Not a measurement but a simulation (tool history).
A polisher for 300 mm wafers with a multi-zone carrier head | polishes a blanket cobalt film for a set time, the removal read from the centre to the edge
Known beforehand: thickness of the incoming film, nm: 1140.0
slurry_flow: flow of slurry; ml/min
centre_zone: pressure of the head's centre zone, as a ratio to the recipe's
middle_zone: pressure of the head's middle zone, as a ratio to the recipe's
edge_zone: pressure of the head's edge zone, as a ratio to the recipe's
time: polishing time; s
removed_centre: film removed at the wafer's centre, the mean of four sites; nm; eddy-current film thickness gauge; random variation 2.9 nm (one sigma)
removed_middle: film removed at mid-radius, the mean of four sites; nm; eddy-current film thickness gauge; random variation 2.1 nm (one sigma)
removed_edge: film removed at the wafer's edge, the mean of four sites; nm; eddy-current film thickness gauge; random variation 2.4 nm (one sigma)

{"run": 1, "hour": 0.0, "slurry_flow": 290, "centre_zone": 1.0, "middle_zone": 1.0, "edge_zone": 1.0, "time": 60, "removed_centre": 303.79, "removed_middle": 309.94, "removed_edge": 308.89}
{"run": 2, "hour": 6.8, "slurry_flow": 290, "centre_zone": 1.0, "middle_zone": 1.0, "edge_zone": 1.0, "time": 54, "removed_centre": 276.93, "removed_middle": 282.35, "removed_edge": 283.64}
{"run": 3, "hour": 12.8, "slurry_flow": 285, "centre_zone": 1.0, "middle_zone": 0.98, "edge_zone": 1.01, "time": 54, "removed_centre": 274.69, "removed_middle": 278.49, "removed_edge": 282.08}
{"run": 4, "hour": 16.7, "slurry_flow": 280, "centre_zone": 1.0, "middle_zone": 0.95, "edge_zone": 1.03, "time": 54, "removed_centre": 275.42, "removed_middle": 271.81, "removed_edge": 281.77}
{"run": 5, "hour": 25.0, "slurry_flow": 280, "centre_zone": 1.0, "middle_zone": 1.02, "edge_zone": 1.03, "time": 54, "removed_centre": 274.87, "removed_middle": 287.33, "removed_edge": 286.61}
{"run": 6, "hour": 27.4, "slurry_flow": 280, "centre_zone": 1.0, "middle_zone": 1.1, "edge_zone": 1.03, "time": 54, "removed_centre": 272.82, "removed_middle": 302.47, "removed_edge": 283.88}
{"run": 7, "hour": 29.6, "slurry_flow": 275, "centre_zone": 1.0, "middle_zone": 1.05, "edge_zone": 1.05, "time": 54, "removed_centre": 273.48, "removed_middle": 297.23, "removed_edge": 289.08}
{"run": 8, "hour": 37.7, "slurry_flow": 275, "centre_zone": 1.0, "middle_zone": 1.0, "edge_zone": 1.06, "time": 54, "removed_centre": 275.82, "removed_middle": 285.78, "removed_edge": 288.36}

Forecast run 9:
{"run": 9, "hour": 45.1, "slurry_flow": 270, "centre_zone": 0.99, "middle_zone": 0.96, "edge_zone": 1.07, "time": 54, "removed_centre": "?", "removed_middle": "?", "removed_edge": "?"}

Run 9 yielded removed_centre 274.16 nm, removed_middle 271.55 nm, removed_edge 287.28 nm.
